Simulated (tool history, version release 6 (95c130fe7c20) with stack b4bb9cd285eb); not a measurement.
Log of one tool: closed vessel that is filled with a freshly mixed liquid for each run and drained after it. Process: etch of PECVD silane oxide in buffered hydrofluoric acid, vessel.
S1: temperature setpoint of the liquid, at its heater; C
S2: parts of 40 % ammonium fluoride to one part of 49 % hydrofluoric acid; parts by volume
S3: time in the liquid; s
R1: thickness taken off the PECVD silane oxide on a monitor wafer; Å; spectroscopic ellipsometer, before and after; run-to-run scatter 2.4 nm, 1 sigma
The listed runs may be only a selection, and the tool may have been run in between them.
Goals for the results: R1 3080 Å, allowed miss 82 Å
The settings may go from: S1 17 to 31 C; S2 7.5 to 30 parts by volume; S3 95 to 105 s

{"run": 1, "day": 0.0, "S1": 23, "S2": 21, "S3": 95, "R1": 1244}
{"run": 2, "day": 0.288, "S1": 23, "S2": 15, "S3": 95, "R1": 1731.7}
{"run": 3, "day": 0.512, "S1": 23, "S2": 18, "S3": 95, "R1": 1440.4}
{"run": 4, "day": 0.812, "S1": 24, "S2": 17.5, "S3": 95, "R1": 1541.9}
{"run": 5, "day": 1.117, "S1": 26.5, "S2": 17.5, "S3": 95, "R1": 1783.6}
{"run": 6, "day": 1.25, "S1": 26.5, "S2": 17.5, "S3": 105, "R1": 1971.1}
{"run": 7, "day": 1.55, "S1": 27, "S2": 17, "S3": 105, "R1": 2082.6}
{"run": 8, "day": 1.708, "S1": 27.5, "S2": 16.5, "S3": 105, "R1": 2220.4}
{"run": 9, "day": 1.792, "S1": 28, "S2": 16, "S3": 105, "R1": 2349.3}
{"run": 10, "day": 2.1, "S1": 28.5, "S2": 15.5, "S3": 105, "R1": 2483.7}
{"run": 11, "day": 2.296, "S1": 29, "S2": 15.5, "S3": 105, "R1": 2535.6}
{"run": 12, "day": 2.492, "S1": 31, "S2": 12.5, "S3": 105, "R1": 3470.7}
{"run": 13, "day": 2.538, "S1": 30, "S2": 12.5, "S3": 105, "R1": 3292.8}

Consider the 5 candidate settings below. Which is the only one whose results all fall within their allowed miss of target?
{"run": "A", "day": 2.583, "S1": 30.5, "S2": 12.5, "S3": 95, "R1": "?"}
{"run": "B", "day": 2.583, "S1": 30, "S2": 13.5, "S3": 100, "R1": "?"}
{"run": "C", "day": 2.583, "S1": 24.5, "S2": 9.5, "S3": 95, "R1": "?"}
{"run": "D", "day": 2.583, "S1": 26.5, "S2": 8.5, "S3": 95, "R1": "?"}
{"run": "E", "day": 2.583, "S1": 29.5, "S2": 12.5, "S3": 95, "R1": "?"}

move=A R1=3073.6
move=B R1=2923.2
move=C R1=2865.2
move=D R1=3513.2
move=E R1=2916.3
A: every result lands within tolerance
B: the result that was furthest off in the last run now lies on the other side of its target
C: the result that was furthest off in the last run now lies on the other side of its target
D: moves away from the targets compared with the last run
E: the result that was furthest off in the last run now lies on the other side of its target
Correct choice: A, which meets every target

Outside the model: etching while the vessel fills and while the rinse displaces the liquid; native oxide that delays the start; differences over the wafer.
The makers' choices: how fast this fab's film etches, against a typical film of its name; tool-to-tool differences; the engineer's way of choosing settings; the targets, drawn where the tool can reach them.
